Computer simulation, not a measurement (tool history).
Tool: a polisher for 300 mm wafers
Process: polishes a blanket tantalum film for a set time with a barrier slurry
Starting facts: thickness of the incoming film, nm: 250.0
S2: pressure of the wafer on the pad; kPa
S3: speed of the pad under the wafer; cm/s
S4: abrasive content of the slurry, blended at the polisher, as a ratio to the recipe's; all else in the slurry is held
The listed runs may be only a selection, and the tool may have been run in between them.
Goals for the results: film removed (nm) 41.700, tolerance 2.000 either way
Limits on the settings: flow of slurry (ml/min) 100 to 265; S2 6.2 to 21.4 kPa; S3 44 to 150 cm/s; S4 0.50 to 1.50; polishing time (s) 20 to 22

run 1 day=0.000 | flow_of_slurry_(ml/min)=170 S2=13.8 S3=96 S4=1.00 polishing_time_(s)=22 | film_removed_(nm)=27.317
run 2 day=0.033 | flow_of_slurry_(ml/min)=170 S2=13.8 S3=76 S4=1.00 polishing_time_(s)=22 | film_removed_(nm)=22.490
run 3 day=0.296 | flow_of_slurry_(ml/min)=170 S2=13.8 S3=76 S4=1.00 polishing_time_(s)=20 | film_removed_(nm)=20.760
run 4 day=0.638 | flow_of_slurry_(ml/min)=170 S2=15.2 S3=80 S4=1.00 polishing_time_(s)=20 | film_removed_(nm)=23.194
run 5 day=0.729 | flow_of_slurry_(ml/min)=170 S2=16.5 S3=80 S4=1.00 polishing_time_(s)=20 | film_removed_(nm)=25.655
-- day=1.042 worn pad replaced by a new one
run 6 day=1.042 | flow_of_slurry_(ml/min)=170 S2=17.9 S3=84 S4=1.00 polishing_time_(s)=20 | film_removed_(nm)=30.386
run 7 day=1.371 | flow_of_slurry_(ml/min)=170 S2=18.6 S3=86 S4=1.00 polishing_time_(s)=20 | film_removed_(nm)=32.195
run 8 day=1.708 | flow_of_slurry_(ml/min)=170 S2=19.3 S3=88 S4=1.00 polishing_time_(s)=20 | film_removed_(nm)=33.374
run 9 day=1.729 | flow_of_slurry_(ml/min)=170 S2=19.3 S3=88 S4=1.00 polishing_time_(s)=20 | film_removed_(nm)=33.056

Which one of the following 5 next-run settings gets every result inside its allowed miss? There is exactly one.
run A day=1.750 | flow_of_slurry_(ml/min)=195 S2=15.9 S3=66 S4=1.30 polishing_time_(s)=20 | film_removed_(nm)=?
run B day=1.750 | flow_of_slurry_(ml/min)=150 S2=15.9 S3=94 S4=0.80 polishing_time_(s)=20 | film_removed_(nm)=?
run C day=1.750 | flow_of_slurry_(ml/min)=240 S2=20.7 S3=98 S4=1.10 polishing_time_(s)=20 | film_removed_(nm)=?
run D day=1.750 | flow_of_slurry_(ml/min)=215 S2=15.9 S3=64 S4=1.10 polishing_time_(s)=20 | film_removed_(nm)=?
run E day=1.750 | flow_of_slurry_(ml/min)=210 S2=19.3 S3=76 S4=1.15 polishing_time_(s)=20 | film_removed_(nm)=?

move=A film_removed_(nm)=25.303
move=B film_removed_(nm)=26.362
move=C film_removed_(nm)=42.923
move=D film_removed_(nm)=23.854
move=E film_removed_(nm)=32.985
A: lands further from the targets than the last run did
B: lands further from the targets than the last run did
C: all results in spec
D: lands further from the targets than the last run did
E: neither nearer nor further off than the last run
The move that meets every target is C.

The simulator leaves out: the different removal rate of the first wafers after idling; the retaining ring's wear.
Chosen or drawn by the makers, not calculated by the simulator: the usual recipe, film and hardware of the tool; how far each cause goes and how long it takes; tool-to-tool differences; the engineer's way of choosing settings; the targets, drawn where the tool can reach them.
